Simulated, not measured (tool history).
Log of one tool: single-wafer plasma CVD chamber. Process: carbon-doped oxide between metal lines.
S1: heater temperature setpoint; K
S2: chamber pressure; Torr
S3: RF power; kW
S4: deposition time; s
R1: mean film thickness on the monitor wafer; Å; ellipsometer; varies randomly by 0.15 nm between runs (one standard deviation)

run,day,S1,S2,S3,S4,R1
1,0,618.15,4.24,0.48,10.81,549.23
2,0.362,620.15,4.13,0.46,10.81,530.71
3,0.658,621.15,4.05,0.445,10.81,515.41
4,0.725,613.15,4.05,0.445,10.81,527.45
5,0.992,613.15,4.05,0.41,10.81,500.73
6,1.142,621.15,4.05,0.41,10.81,485.09
7,1.4,621.15,4.03,0.41,10.81,485.01
8,1.612,621.15,4.03,0.41,10.81,484.87

The next listed run, before its measurement:
9,1.821,621.15,4,0.41,10.81,?

R1: 486 Å

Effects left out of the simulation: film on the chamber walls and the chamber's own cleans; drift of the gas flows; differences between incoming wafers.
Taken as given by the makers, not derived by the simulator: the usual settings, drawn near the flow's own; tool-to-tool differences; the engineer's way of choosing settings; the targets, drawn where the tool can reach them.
